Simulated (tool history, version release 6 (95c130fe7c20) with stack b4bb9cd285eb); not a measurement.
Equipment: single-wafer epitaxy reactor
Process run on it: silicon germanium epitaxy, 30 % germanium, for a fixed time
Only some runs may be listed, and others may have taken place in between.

run    day  wafer temperature setpoint (pyrometer-controlled) (°C)  chamber pressure (mTorr)  mean film thickness on the monitor wafer (angstrom)
  1      0                                                     600                     18900                                               601.25
  2  0.279                                                     600                     21300                                               633.13
  3  0.562                                                     606                     21300                                               715.28
  4  0.938                                                     606                     18900                                               681.07
  5  1.204                                                     602                     18800                                               625.71
  6  1.238                                                     599                     18800                                               588.51

Estimate the outcome of run 7 from the log above:
  7  1.475                                                     587                     18600                                                    ?

{"run 7": {"mean film thickness on the monitor wafer (angstrom)": 454.65}}
